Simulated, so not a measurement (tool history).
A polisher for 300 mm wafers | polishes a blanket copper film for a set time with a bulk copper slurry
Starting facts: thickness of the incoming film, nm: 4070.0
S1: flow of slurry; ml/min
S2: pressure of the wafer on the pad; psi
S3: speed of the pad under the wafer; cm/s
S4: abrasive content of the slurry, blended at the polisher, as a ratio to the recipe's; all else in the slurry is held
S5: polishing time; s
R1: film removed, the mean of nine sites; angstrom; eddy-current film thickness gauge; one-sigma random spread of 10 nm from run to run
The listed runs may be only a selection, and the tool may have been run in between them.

Run 1, day 0: S1 275 ml/min, S2 3 psi, S3 92 cm/s, S4 1, S5 61 s. Result: R1 4875.8 angstrom.
Run 2, day 0.308: S1 275 ml/min, S2 3 psi, S3 92 cm/s, S4 0.9, S5 61 s. Result: R1 4781.4 angstrom.
Run 3, day 0.546: S1 275 ml/min, S2 3.1 psi, S3 92 cm/s, S4 0.9, S5 61 s. Result: R1 4835.9 angstrom.
Run 4, day 0.808: S1 275 ml/min, S2 3.2 psi, S3 92 cm/s, S4 0.9, S5 61 s. Result: R1 4945 angstrom.
Run 5, day 0.842: S1 275 ml/min, S2 2.6 psi, S3 92 cm/s, S4 0.9, S5 61 s. Result: R1 4151.1 angstrom.
Run 6, day 0.925: S1 275 ml/min, S2 2.1 psi, S3 92 cm/s, S4 0.9, S5 61 s. Result: R1 3553.8 angstrom.
Run 7, day 1.267: S1 275 ml/min, S2 2.3 psi, S3 92 cm/s, S4 0.9, S5 61 s. Result: R1 3801.5 angstrom.
Run 8, day 1.438: S1 275 ml/min, S2 2.5 psi, S3 92 cm/s, S4 0.9, S5 61 s. Result: R1 4032.6 angstrom.

Expected results for the next run?
Run 9, day 1.696: S1 275 ml/min, S2 2.7 psi, S3 92 cm/s, S4 0.9, S5 61 s. Result: R1 ?.

R1: 4327.3 angstrom

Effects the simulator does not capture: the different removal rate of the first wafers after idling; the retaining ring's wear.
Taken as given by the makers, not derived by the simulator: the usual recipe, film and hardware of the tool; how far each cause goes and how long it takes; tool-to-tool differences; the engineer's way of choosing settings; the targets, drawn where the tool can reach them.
